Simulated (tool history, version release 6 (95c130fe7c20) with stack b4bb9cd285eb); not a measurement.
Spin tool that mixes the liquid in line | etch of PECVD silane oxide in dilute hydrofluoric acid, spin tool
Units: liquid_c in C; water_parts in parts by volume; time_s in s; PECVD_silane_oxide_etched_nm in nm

run,day,liquid_c,water_parts,time_s,PECVD_silane_oxide_etched_nm
1,0,23,280,75,3.9922
2,0.375,24.5,270,75,4.5093
3,0.417,24.5,270,75,4.4571
4,0.467,24.5,270,75,4.5052
5,0.592,26,265,75,4.8305
6,0.721,29,265,75,5.3647
# day 0.804: hydrofluoric acid flow meter replaced
7,0.804,29.5,260,75,4.9542
8,0.983,29.5,245,75,5.3119
9,1.021,29.5,235,75,5.5643

Run 10 comes next. What will it give?
10,1.158,29.5,230,75,?

PECVD_silane_oxide_etched_nm: 5.788 nm

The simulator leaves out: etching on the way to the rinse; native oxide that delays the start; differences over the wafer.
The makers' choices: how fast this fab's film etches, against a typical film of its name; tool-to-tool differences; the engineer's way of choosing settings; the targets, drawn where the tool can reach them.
